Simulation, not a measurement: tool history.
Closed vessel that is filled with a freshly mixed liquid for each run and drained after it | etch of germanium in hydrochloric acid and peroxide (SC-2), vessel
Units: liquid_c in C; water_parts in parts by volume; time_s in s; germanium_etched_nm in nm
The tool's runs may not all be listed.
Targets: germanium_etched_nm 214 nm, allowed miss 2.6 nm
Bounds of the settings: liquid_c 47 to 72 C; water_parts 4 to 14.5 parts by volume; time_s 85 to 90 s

run,hour,liquid_c,water_parts,time_s,germanium_etched_nm
1,0,63,8,85,313.41
2,7.5,59,8,85,280.21
3,15.7,56,8,85,255.01
4,24.6,54,8,85,239.68
5,32.3,53,8,85,232.24
6,33.1,53,10,85,229.19
7,38.3,52.5,10,85,224.12
8,45.1,52,10,85,222.7
9,49.7,50.5,10,85,209.74

4 next moves are on the table. One of them brings every result within its allowed miss. Which?
A,54.3,47,12,90,?
B,54.3,49.5,11.5,90,?
C,54.3,49,8,85,?
D,54.3,47.5,8.5,90,?

move,germanium_etched_nm
A,195.81
B,212.92
C,204.4
D,205.39
A: further off than the last run
B: meets every target
C: further off than the last run
D: further off than the last run
Move B is the one to make.

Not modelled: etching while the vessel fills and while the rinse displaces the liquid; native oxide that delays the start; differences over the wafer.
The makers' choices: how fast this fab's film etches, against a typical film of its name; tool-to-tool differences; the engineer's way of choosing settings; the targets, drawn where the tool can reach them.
